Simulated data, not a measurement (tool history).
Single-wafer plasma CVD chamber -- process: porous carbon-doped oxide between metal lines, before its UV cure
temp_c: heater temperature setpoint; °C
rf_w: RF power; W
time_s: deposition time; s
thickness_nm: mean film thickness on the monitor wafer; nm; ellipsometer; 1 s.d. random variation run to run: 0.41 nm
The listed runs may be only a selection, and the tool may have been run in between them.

{"run": 1, "hour": 0.0, "temp_c": 300, "rf_w": 570, "time_s": 18.8, "thickness_nm": 112.32}
{"run": 2, "hour": 7.5, "temp_c": 308, "rf_w": 570, "time_s": 18.8, "thickness_nm": 107.01}
{"run": 3, "hour": 9.9, "temp_c": 308, "rf_w": 620, "time_s": 18.8, "thickness_nm": 113.05}
{"run": 4, "hour": 12.5, "temp_c": 300, "rf_w": 620, "time_s": 18.8, "thickness_nm": 117.85}
{"run": 5, "hour": 14.0, "temp_c": 308, "rf_w": 620, "time_s": 18.8, "thickness_nm": 112.57}
{"run": 6, "hour": 17.3, "temp_c": 302, "rf_w": 630, "time_s": 18.8, "thickness_nm": 118.51}
{"run": 7, "hour": 21.1, "temp_c": 297, "rf_w": 635, "time_s": 18.8, "thickness_nm": 121.85}
{"run": 8, "hour": 24.8, "temp_c": 293, "rf_w": 645, "time_s": 18.8, "thickness_nm": 125.64}

Run 9 is up next; what results do you expect?
{"run": 9, "hour": 27.4, "temp_c": 290, "rf_w": 650, "time_s": 18.8, "thickness_nm": "?"}

thickness_nm: 128.92 nm
